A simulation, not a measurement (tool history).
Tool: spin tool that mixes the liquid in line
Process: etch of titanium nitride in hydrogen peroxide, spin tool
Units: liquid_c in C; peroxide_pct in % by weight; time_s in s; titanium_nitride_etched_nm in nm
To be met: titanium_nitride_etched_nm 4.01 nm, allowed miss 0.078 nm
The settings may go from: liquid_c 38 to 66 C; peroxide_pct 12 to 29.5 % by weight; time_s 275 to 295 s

{"run": 1, "hour": 0.0, "liquid_c": 54, "peroxide_pct": 20, "time_s": 275, "titanium_nitride_etched_nm": 9.4264}
{"run": 2, "hour": 5.5, "liquid_c": 54, "peroxide_pct": 24, "time_s": 275, "titanium_nitride_etched_nm": 9.7931}
{"run": 3, "hour": 7.4, "liquid_c": 58.5, "peroxide_pct": 24, "time_s": 275, "titanium_nitride_etched_nm": 13.51}
{"run": 4, "hour": 11.6, "liquid_c": 58.5, "peroxide_pct": 27.5, "time_s": 275, "titanium_nitride_etched_nm": 13.841}
{"run": 5, "hour": 18.2, "liquid_c": 58.5, "peroxide_pct": 24.5, "time_s": 275, "titanium_nitride_etched_nm": 13.446}
{"run": 6, "hour": 26.9, "liquid_c": 55, "peroxide_pct": 24.5, "time_s": 275, "titanium_nitride_etched_nm": 10.655}
{"run": 7, "hour": 31.4, "liquid_c": 50, "peroxide_pct": 24.5, "time_s": 275, "titanium_nitride_etched_nm": 7.4134}
{"run": 8, "hour": 33.1, "liquid_c": 47, "peroxide_pct": 24.5, "time_s": 275, "titanium_nitride_etched_nm": 6.0143}
{"run": 9, "hour": 39.5, "liquid_c": 45, "peroxide_pct": 24.5, "time_s": 275, "titanium_nitride_etched_nm": 5.1684}
{"run": 10, "hour": 47.3, "liquid_c": 44, "peroxide_pct": 24.5, "time_s": 275, "titanium_nitride_etched_nm": 4.7475}
{"run": 11, "hour": 53.2, "liquid_c": 41, "peroxide_pct": 24.5, "time_s": 275, "titanium_nitride_etched_nm": 3.7806}

Which of these 4 next moves meets every target?
{"run": "A", "hour": 59.1, "liquid_c": 41.5, "peroxide_pct": 25, "time_s": 295, "titanium_nitride_etched_nm": "?"}
{"run": "B", "hour": 59.1, "liquid_c": 42.5, "peroxide_pct": 18, "time_s": 295, "titanium_nitride_etched_nm": "?"}
{"run": "C", "hour": 59.1, "liquid_c": 41.5, "peroxide_pct": 25.5, "time_s": 275, "titanium_nitride_etched_nm": "?"}
{"run": "D", "hour": 59.1, "liquid_c": 39.5, "peroxide_pct": 25, "time_s": 275, "titanium_nitride_etched_nm": "?"}

move=A titanium_nitride_etched_nm=4.2379
move=B titanium_nitride_etched_nm=4.2601
move=C titanium_nitride_etched_nm=3.9677
move=D titanium_nitride_etched_nm=3.3889
A: takes the result that was furthest off past its target
B: takes the result that was furthest off past its target
C: meets every target
D: further off than the last run
The right move is C.
